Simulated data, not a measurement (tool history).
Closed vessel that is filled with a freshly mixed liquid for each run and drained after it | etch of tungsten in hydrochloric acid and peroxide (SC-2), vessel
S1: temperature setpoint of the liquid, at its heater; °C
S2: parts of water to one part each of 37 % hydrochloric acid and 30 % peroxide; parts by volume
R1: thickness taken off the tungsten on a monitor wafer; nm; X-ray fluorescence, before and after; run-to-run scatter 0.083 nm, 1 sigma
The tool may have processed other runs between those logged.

run 1 hour=0 | S1=57 S2=10.5 time_in_the_liquid_(s)=145 | R1=57.395
run 2 hour=1.6 | S1=57 S2=10.5 time_in_the_liquid_(s)=155 | R1=61.496
run 3 hour=5.2 | S1=57 S2=10.5 time_in_the_liquid_(s)=155 | R1=61.326
run 4 hour=11.3 | S1=52 S2=10.5 time_in_the_liquid_(s)=155 | R1=44.489
-- hour=12.5 thermometer replaced
run 5 hour=12.5 | S1=52 S2=8.5 time_in_the_liquid_(s)=155 | R1=47.305
run 6 hour=19.9 | S1=49.5 S2=8.5 time_in_the_liquid_(s)=155 | R1=40.095
run 7 hour=20.8 | S1=47.5 S2=8.5 time_in_the_liquid_(s)=155 | R1=35.242
run 8 hour=23.7 | S1=46 S2=9 time_in_the_liquid_(s)=155 | R1=30.414

The next listed run, before its measurement:
run 9 hour=32.1 | S1=45 S2=9 time_in_the_liquid_(s)=155 | R1=?

R1: 28.135 nm
